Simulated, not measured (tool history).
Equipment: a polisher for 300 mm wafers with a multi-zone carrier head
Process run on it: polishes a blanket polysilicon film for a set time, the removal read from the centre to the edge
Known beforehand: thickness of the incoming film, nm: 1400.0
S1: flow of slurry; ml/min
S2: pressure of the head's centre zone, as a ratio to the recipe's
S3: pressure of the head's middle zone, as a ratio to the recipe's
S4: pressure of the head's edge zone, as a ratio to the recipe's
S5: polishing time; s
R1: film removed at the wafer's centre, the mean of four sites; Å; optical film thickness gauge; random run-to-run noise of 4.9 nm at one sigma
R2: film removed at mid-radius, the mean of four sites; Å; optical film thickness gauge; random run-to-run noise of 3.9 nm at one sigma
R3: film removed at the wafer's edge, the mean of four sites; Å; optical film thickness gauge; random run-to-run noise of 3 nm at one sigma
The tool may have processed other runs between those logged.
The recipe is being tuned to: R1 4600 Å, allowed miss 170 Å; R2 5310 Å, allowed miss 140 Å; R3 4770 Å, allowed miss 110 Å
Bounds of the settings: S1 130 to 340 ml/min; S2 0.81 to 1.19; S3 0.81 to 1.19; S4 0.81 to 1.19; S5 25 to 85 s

{"run": 1, "hour": 0.0, "S1": 220, "S2": 1, "S3": 1, "S4": 1, "S5": 55, "R1": 4423.2, "R2": 4222, "R3": 4248.7}
{"run": 2, "hour": 1.1, "S1": 220, "S2": 1, "S3": 1, "S4": 1, "S5": 49, "R1": 3916.6, "R2": 3777.6, "R3": 3817.9}
{"run": 3, "hour": 6.3, "S1": 220, "S2": 1.04, "S3": 1, "S4": 1, "S5": 49, "R1": 4094.6, "R2": 3723.7, "R3": 3829.8}
{"run": 4, "hour": 14.5, "S1": 230, "S2": 1.03, "S3": 1.03, "S4": 1.03, "S5": 50, "R1": 4090.6, "R2": 3932, "R3": 3927.8}
{"run": 5, "hour": 22.7, "S1": 235, "S2": 1.03, "S3": 1.05, "S4": 1.05, "S5": 52, "R1": 4307.9, "R2": 4195.6, "R3": 4136.1}
{"run": 6, "hour": 29.7, "S1": 245, "S2": 1.02, "S3": 1.07, "S4": 1.07, "S5": 53, "R1": 4413.3, "R2": 4326.4, "R3": 4229.1}
{"run": 7, "hour": 33.9, "S1": 250, "S2": 1, "S3": 1.09, "S4": 1.09, "S5": 54, "R1": 4270.4, "R2": 4502.5, "R3": 4409.6}
{"run": 8, "hour": 34.9, "S1": 310, "S2": 1.04, "S3": 1.19, "S4": 1.1, "S5": 57, "R1": 4938.6, "R2": 5174.9, "R3": 4715.5}
{"run": 9, "hour": 40.0, "S1": 305, "S2": 1.03, "S3": 1.19, "S4": 1.1, "S5": 57, "R1": 4901.1, "R2": 5171.8, "R3": 4732}
{"run": 10, "hour": 47.4, "S1": 300, "S2": 1.02, "S3": 1.19, "S4": 1.09, "S5": 57, "R1": 4835, "R2": 5257, "R3": 4685.6}

4 candidate next runs follow, results not yet known. Just one meets every target within its allowed miss. Identify it.
{"run": "A", "hour": 54.8, "S1": 320, "S2": 1.01, "S3": 1.19, "S4": 1.09, "S5": 61, "R1": "?", "R2": "?", "R3": "?"}
{"run": "B", "hour": 54.8, "S1": 285, "S2": 0.95, "S3": 1.17, "S4": 1.06, "S5": 59, "R1": "?", "R2": "?", "R3": "?"}
{"run": "C", "hour": 54.8, "S1": 340, "S2": 1.01, "S3": 1.08, "S4": 1.05, "S5": 58, "R1": "?", "R2": "?", "R3": "?"}
{"run": "D", "hour": 54.8, "S1": 305, "S2": 0.98, "S3": 1.19, "S4": 1.11, "S5": 54, "R1": "?", "R2": "?", "R3": "?"}

move=A R1=5100.8 R2=5600.5 R3=5017.6
move=B R1=4581.3 R2=5281 R3=4746.6
move=C R1=4874.8 R2=4925.4 R3=4708.9
move=D R1=4358.9 R2=4936.4 R3=4467.6
A: misses by more than the last run did
B: every result lands within tolerance
C: misses by more than the last run did
D: the result that was furthest off in the last run now lies on the other side of its target
Answer: B
